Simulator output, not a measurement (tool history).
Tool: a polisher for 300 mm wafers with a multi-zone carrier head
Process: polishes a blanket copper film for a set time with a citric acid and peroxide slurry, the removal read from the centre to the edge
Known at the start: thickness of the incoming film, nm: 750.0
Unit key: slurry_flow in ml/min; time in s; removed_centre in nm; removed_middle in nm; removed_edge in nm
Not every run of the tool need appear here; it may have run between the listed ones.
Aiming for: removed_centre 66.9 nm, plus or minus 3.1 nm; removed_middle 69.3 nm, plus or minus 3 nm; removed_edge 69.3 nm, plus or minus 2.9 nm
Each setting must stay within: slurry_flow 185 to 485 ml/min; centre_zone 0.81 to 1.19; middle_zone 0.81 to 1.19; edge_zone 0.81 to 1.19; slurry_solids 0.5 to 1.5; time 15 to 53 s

| run | day | slurry_flow | centre_zone | middle_zone | edge_zone | slurry_solids | time | removed_centre | removed_middle | removed_edge |
|---|---|---|---|---|---|---|---|---|---|---|
| 1 | 0 | 310 | 1 | 1 | 1 | 1 | 34 | 96.083 | 96.764 | 98.713 |
| 2 | 0.05 | 310 | 0.99 | 0.99 | 0.98 | 0.9 | 33 | 89.303 | 90.002 | 93.367 |
| 3 | 0.404 | 310 | 0.99 | 1 | 0.96 | 0.85 | 32 | 83.937 | 86.268 | 85.681 |
| 4 | 0.558 | 310 | 0.99 | 1 | 0.96 | 0.85 | 23 | 59.08 | 62.951 | 61.774 |
| 5 | 0.633 | 310 | 1 | 1.01 | 0.98 | 0.9 | 23 | 62.62 | 64.89 | 63.499 |
| 6 | 0.721 | 310 | 1 | 1.01 | 1 | 0.9 | 23 | 61.885 | 65.802 | 63.94 |
| 7 | 1.029 | 315 | 1.04 | 0.99 | 1.07 | 1.1 | 24 | 70.476 | 69.973 | 72.273 |
| 8 | 1.125 | 315 | 1.04 | 0.99 | 1.06 | 1.1 | 24 | 70.913 | 69.881 | 71.572 |

5 candidate next runs follow, results not yet known. Just one meets every target within its allowed miss. Identify it.
| A | 1.221 | 420 | 1.14 | 1.06 | 1.05 | 1.1 | 24 | ? | ? | ? |
| B | 1.221 | 250 | 1.03 | 1.05 | 1.05 | 1 | 24 | ? | ? | ? |
| C | 1.221 | 295 | 0.97 | 0.92 | 1.09 | 1.05 | 27 | ? | ? | ? |
| D | 1.221 | 340 | 1.11 | 1 | 1.06 | 1 | 24 | ? | ? | ? |
| E | 1.221 | 275 | 0.93 | 0.98 | 1.11 | 1.15 | 25 | ? | ? | ? |

| move | removed_centre | removed_middle | removed_edge |
|---|---|---|---|
| A | 77.685 | 73.722 | 72.281 |
| B | 64.87 | 68.057 | 68.057 |
| C | 70.925 | 70.649 | 80.182 |
| D | 72.644 | 67.559 | 70.242 |
| E | 63.656 | 69.797 | 75.898 |
A: the biggest miss grows against the last run
B: each result inside its tolerance
C: the biggest miss grows against the last run
D: the biggest miss grows against the last run
E: moves the result that the last run missed by most past its target, out the other side
Correct choice: B, which meets every target
